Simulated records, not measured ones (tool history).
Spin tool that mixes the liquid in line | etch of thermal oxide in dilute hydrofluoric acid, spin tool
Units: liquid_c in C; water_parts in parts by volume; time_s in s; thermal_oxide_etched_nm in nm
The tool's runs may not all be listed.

| run | hour | liquid_c | water_parts | time_s | thermal_oxide_etched_nm |
|---|---|---|---|---|---|
| 1 | 0 | 25 | 240 | 60 | 1.0423 |
| 2 | 6.7 | 27 | 235 | 60 | 1.1576 |
| 3 | 12.8 | 27 | 300 | 60 | 0.86282 |
| 4 | 13.7 | 28.5 | 280 | 60 | 0.96852 |
| 5 | 17.6 | 29.5 | 260 | 60 | 1.1158 |
| 6 | 19.9 | 26.5 | 260 | 60 | 1.0298 |
| 7 | 25.3 | 28 | 250 | 60 | 1.1176 |

Forecast run 8:
| 8 | 27.8 | 31.5 | 225 | 60 | ? |

{"run 8": {"thermal_oxide_etched_nm": 1.4499}}
